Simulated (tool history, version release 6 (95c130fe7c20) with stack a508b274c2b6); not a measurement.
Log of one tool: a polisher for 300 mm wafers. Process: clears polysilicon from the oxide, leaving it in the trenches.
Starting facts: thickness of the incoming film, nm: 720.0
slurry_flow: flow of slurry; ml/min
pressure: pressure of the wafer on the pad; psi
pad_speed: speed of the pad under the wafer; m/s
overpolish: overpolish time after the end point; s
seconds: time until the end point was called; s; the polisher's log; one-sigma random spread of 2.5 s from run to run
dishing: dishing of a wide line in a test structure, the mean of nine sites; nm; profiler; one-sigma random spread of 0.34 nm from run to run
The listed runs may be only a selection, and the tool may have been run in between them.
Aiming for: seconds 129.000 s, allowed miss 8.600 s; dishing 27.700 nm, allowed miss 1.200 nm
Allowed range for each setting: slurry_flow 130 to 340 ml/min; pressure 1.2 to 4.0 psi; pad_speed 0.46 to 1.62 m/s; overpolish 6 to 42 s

run	hour	slurry_flow	pressure	pad_speed	overpolish	seconds	dishing
1	0.0	220	2.6	1.04	21	56.598	42.001
2	7.1	220	2.3	0.96	17	66.846	40.873
3	15.5	250	2.0	0.84	14	90.032	40.146
4	17.1	250	2.6	0.84	14	67.793	41.065
5	21.0	250	2.2	0.82	12	81.685	40.088
6	22.7	295	2.2	0.82	12	80.993	39.588
7	27.0	305	1.9	0.80	10	94.110	37.380
8	33.5	315	1.7	0.80	9	104.930	34.283
9	34.2	320	1.6	0.82	8	106.420	32.121
10	39.8	325	1.5	0.82	7	115.250	29.693

Pick the move, out of 4, that brings all results within their allowed miss; only one does.
A	45.4	340	1.5	0.96	8	?	?
B	45.4	320	1.2	0.92	7	?	?
C	45.4	340	1.5	0.72	10	?	?
D	45.4	340	1.6	0.80	8	?	?

move	seconds	dishing
A	99.645	33.863
B	128.820	28.164
C	131.440	33.132
D	111.730	32.280
A: its largest miss is bigger than the last run's
B: in spec on every target
C: its largest miss is bigger than the last run's
D: its largest miss is bigger than the last run's
The move that meets every target is B.

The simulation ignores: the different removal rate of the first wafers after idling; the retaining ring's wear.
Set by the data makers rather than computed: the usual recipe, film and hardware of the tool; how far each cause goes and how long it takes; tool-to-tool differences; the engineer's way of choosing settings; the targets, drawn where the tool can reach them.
